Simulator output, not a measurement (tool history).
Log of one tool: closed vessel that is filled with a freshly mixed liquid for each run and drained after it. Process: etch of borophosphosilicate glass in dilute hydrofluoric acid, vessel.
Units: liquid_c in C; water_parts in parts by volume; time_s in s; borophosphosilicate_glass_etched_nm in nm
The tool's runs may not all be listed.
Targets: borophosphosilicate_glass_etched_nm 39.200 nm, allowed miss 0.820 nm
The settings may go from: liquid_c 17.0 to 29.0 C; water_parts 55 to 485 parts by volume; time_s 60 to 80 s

run  hour  liquid_c  water_parts  time_s  borophosphosilicate_glass_etched_nm
  1   0.0      21.0          270      80                               15.275
  2   5.1      21.0          270      60                               11.566
  3  10.6      23.0          270      60                               12.387
  4  16.0      23.0          210      60                               16.980
  5  17.9      23.0          210      60                               17.103
  6  22.0      23.0          210      80                               22.866
  7  29.0      24.5          195      80                               26.395
  8  35.2      25.5          190      80                               28.404
  9  37.6      26.5          185      80                               29.940
 10  41.3      27.0          180      80                               31.873
 11  43.0      29.0          150      80                               42.612
 12  46.8      28.5          150      80                               42.016
 13  54.8      28.0          150      80                               40.926
 14  62.7      27.5          150      80                               40.671
 15  65.3      26.0          150      80                               38.236
     68.0  -- hydrofluoric acid flow meter replaced
 16  68.0      26.5          150      80                               44.145

5 next moves are on the table. One of them brings every result within its allowed miss. Which?
  A  70.7      27.0          135      65                                    ?
  B  70.7      29.0          170      75                                    ?
  C  70.7      26.5          175      80                                    ?
  D  70.7      28.0          130      75                                    ?
  E  70.7      21.0          120      65                                    ?

move  borophosphosilicate_glass_etched_nm
   A                               41.081
   B                               38.771
   C                               36.480
   D                               51.425
   E                               37.263
A: nearer than the last run, and not there yet
B: meets every target
C: takes the result that was furthest off past its target
D: further off than the last run
E: takes the result that was furthest off past its target
Move B is the one to make.
